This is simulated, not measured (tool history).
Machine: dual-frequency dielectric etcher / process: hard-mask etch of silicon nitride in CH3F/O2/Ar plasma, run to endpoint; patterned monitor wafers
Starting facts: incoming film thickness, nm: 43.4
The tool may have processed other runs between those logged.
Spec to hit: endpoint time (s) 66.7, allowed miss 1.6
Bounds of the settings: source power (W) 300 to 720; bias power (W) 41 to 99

run	hour	source power (W)	bias power (W)	endpoint time (s)
1	0	510	70	58.654
2	0.8	480	69	59.789
3	6	480	75	58.918
4	13.5	450	73	60.41
5	15.3	450	61	64.134
6	20.1	450	72	60.674
7	22.6	430	71	61.395
8	27.6	330	65	69.144

Which one of the following 4 next-run settings gets every result inside its allowed miss? There is exactly one.
A	32.6	400	50	?
B	32.6	370	66	?
C	32.6	330	61	?
D	32.6	320	56	?

move	endpoint time (s)
A	71.58
B	66.713
C	71.293
D	74.246
A: further off than the last run
B: in spec on every target
C: further off than the last run
D: further off than the last run
Move B is the one to make.
